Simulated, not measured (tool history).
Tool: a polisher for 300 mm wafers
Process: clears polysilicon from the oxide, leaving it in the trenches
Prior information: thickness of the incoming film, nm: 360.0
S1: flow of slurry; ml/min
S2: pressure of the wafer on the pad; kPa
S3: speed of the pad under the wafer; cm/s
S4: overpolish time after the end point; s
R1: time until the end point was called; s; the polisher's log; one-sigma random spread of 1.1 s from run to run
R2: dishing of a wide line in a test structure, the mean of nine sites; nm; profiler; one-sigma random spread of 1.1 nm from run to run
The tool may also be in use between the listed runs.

| run | hour | S1 | S2 | S3 | S4 | R1 | R2 |
|---|---|---|---|---|---|---|---|
| 1 | 0 | 145 | 20 | 114 | 19 | 24.03 | 88.886 |
| 2 | 3.1 | 145 | 20 | 114 | 27 | 22.748 | 88.515 |
| 3 | 11.8 | 145 | 20 | 114 | 32 | 23.368 | 95.36 |
| 4 | 19.9 | 145 | 17.2 | 102 | 25 | 30.066 | 91.452 |
| 5 | 21.9 | 130 | 16.5 | 88 | 20 | 35.183 | 82.214 |
| 6 | 29.8 | 120 | 15.9 | 78 | 16 | 42 | 73.272 |
| 7 | 36.4 | 120 | 15.9 | 78 | 16 | 42.738 | 74.844 |
| 8 | 42.9 | 120 | 10.3 | 72 | 7 | 66.485 | 31.529 |
| 9 | 51.1 | 115 | 11.7 | 66 | 9 | 66.25 | 39.644 |
| 10 | 58.6 | 115 | 11.7 | 66 | 9 | 67.016 | 39.127 |

Estimate the outcome of run 11 from the log above:
| 11 | 61.1 | 115 | 11.7 | 66 | 9 | ? | ? |

R1: 64.386 s
R2: 39.595 nm
